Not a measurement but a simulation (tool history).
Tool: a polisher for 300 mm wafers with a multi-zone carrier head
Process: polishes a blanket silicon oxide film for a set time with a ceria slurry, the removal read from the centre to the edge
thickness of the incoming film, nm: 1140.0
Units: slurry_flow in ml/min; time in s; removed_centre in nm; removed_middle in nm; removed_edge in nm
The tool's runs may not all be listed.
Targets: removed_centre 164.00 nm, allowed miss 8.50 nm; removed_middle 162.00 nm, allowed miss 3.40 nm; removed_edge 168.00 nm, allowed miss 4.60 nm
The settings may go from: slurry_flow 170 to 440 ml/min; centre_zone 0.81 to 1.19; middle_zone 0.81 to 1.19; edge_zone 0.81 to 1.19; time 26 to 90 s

run	hour	slurry_flow	centre_zone	middle_zone	edge_zone	time	removed_centre	removed_middle	removed_edge
1	0.0	280	1.00	1.00	1.00	58	314.70	315.95	312.72
2	7.9	270	0.98	0.97	0.97	52	274.04	274.11	279.84
3	11.8	270	0.95	0.97	0.97	52	263.79	277.99	276.74
4	19.1	270	0.95	0.97	0.90	52	260.04	278.60	267.14
5	25.1	270	1.03	0.97	0.90	52	290.09	276.80	267.98
6	32.4	270	1.03	0.97	0.99	52	287.81	277.62	277.56
7	35.2	260	1.02	0.95	0.97	47	254.97	244.42	249.62
8	38.7	260	1.02	0.95	0.97	47	254.39	243.62	246.49
9	39.4	250	1.01	0.93	0.95	44	234.75	223.44	230.20
10	40.1	240	1.00	0.92	0.93	41	220.13	205.64	212.12
11	45.7	230	0.98	0.91	0.91	39	197.65	192.03	196.91
12	48.5	210	0.94	0.82	0.81	35	168.15	157.08	166.59

5 next moves are on the table. One of them brings every result within its allowed miss. Which?
A	51.3	320	0.81	0.85	0.95	33	?	?	?
B	51.3	215	0.90	0.85	0.81	35	?	?	?
C	51.3	260	1.07	0.87	0.82	32	?	?	?
D	51.3	245	1.00	0.81	0.92	34	?	?	?
E	51.3	215	1.12	0.97	0.81	33	?	?	?

move	removed_centre	removed_middle	removed_edge
A	145.32	160.30	176.22
B	162.23	161.77	167.51
C	181.91	154.61	157.02
D	178.94	153.97	174.85
E	190.83	169.65	157.69
A: brings the result that was furthest off to its target, and leaves another outside
B: meets every target
C: further off than the last run
D: further off than the last run
E: takes the result that was furthest off past its target
The right move is B.
